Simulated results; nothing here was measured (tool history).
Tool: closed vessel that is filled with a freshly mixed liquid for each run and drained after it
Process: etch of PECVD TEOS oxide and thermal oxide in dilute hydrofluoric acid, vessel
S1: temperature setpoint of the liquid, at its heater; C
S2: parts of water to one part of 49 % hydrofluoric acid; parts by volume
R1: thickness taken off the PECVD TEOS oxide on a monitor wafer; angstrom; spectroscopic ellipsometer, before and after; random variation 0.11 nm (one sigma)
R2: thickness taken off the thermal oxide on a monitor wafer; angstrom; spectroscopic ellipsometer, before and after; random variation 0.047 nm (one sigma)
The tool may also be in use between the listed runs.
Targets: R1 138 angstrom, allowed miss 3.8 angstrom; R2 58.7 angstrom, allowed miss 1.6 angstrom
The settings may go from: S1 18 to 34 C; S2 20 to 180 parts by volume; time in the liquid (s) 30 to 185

{"run": 1, "hour": 0.0, "S1": 26, "S2": 100, "time in the liquid (s)": 95, "R1": 108.2, "R2": 45.803}
{"run": 2, "hour": 1.3, "S1": 29.5, "S2": 100, "time in the liquid (s)": 95, "R1": 123.47, "R2": 52.277}
{"run": 3, "hour": 10.1, "S1": 29.5, "S2": 130, "time in the liquid (s)": 95, "R1": 90.737, "R2": 38.86}
{"run": 4, "hour": 12.8, "S1": 31, "S2": 120, "time in the liquid (s)": 95, "R1": 105.38, "R2": 45.01}
{"run": 5, "hour": 14.3, "S1": 32, "S2": 115, "time in the liquid (s)": 95, "R1": 115.13, "R2": 49.827}
{"run": 6, "hour": 19.3, "S1": 29, "S2": 115, "time in the liquid (s)": 95, "R1": 103.07, "R2": 43.291}
{"run": 7, "hour": 21.1, "S1": 30.5, "S2": 110, "time in the liquid (s)": 95, "R1": 115.03, "R2": 49.632}
{"run": 8, "hour": 23.6, "S1": 31, "S2": 105, "time in the liquid (s)": 95, "R1": 123.58, "R2": 52.117}
{"run": 9, "hour": 24.8, "S1": 32, "S2": 105, "time in the liquid (s)": 95, "R1": 130.26, "R2": 54.373}
{"run": 10, "hour": 31.0, "S1": 32.5, "S2": 105, "time in the liquid (s)": 95, "R1": 130.78, "R2": 55.578}
{"run": 11, "hour": 34.8, "S1": 33, "S2": 105, "time in the liquid (s)": 95, "R1": 132.29, "R2": 55.923}

Which of these 4 next moves meets every target?
{"run": "A", "hour": 38.6, "S1": 32, "S2": 160, "time in the liquid (s)": 170, "R1": "?", "R2": "?"}
{"run": "B", "hour": 38.6, "S1": 33.5, "S2": 90, "time in the liquid (s)": 75, "R1": "?", "R2": "?"}
{"run": "C", "hour": 38.6, "S1": 29, "S2": 80, "time in the liquid (s)": 80, "R1": "?", "R2": "?"}
{"run": "D", "hour": 38.6, "S1": 34, "S2": 115, "time in the liquid (s)": 95, "R1": "?", "R2": "?"}

move=A R1=138.11 R2=58.857
move=B R1=126.49 R2=53.902
move=C R1=130.1 R2=55.442
move=D R1=122.87 R2=52.36
A: meets every target
B: further off than the last run
C: further off than the last run
D: further off than the last run
Move A is the one to make.
